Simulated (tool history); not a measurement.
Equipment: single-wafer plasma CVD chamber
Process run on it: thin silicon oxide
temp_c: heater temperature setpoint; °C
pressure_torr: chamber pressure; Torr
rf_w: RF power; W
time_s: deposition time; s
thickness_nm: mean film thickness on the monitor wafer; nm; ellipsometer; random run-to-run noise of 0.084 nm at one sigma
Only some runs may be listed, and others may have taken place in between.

run	hour	temp_c	pressure_torr	rf_w	time_s	thickness_nm
1	0.0	395	0.769	275	13.3	22.086
2	6.7	395	0.726	275	13.3	20.729
3	13.4	399	0.726	275	13.3	20.745
4	21.3	399	0.726	250	13.3	20.047
5	30.0	399	0.700	250	13.3	19.283
6	32.6	389	0.700	250	13.3	19.298
7	40.3	389	0.680	250	13.3	18.769

Expected results for the next run?
8	45.5	389	0.664	250	13.3	?

thickness_nm: 18.305 nm
